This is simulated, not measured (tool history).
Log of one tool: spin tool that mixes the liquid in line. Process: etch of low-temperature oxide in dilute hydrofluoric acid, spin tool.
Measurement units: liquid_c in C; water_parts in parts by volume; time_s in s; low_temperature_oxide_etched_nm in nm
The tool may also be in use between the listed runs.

run	day	liquid_c	water_parts	time_s	low_temperature_oxide_etched_nm
1	0.000	21	290	305	13.453
2	0.146	21	290	325	14.373
3	0.400	21	290	325	14.257
4	0.571	19	290	325	13.479
5	0.725	22	240	325	18.867
6	0.792	22	240	305	17.781

What will run 7 give?
7	0.958	24	210	305	?

Run 7 gave low_temperature_oxide_etched_nm 22.397 nm.
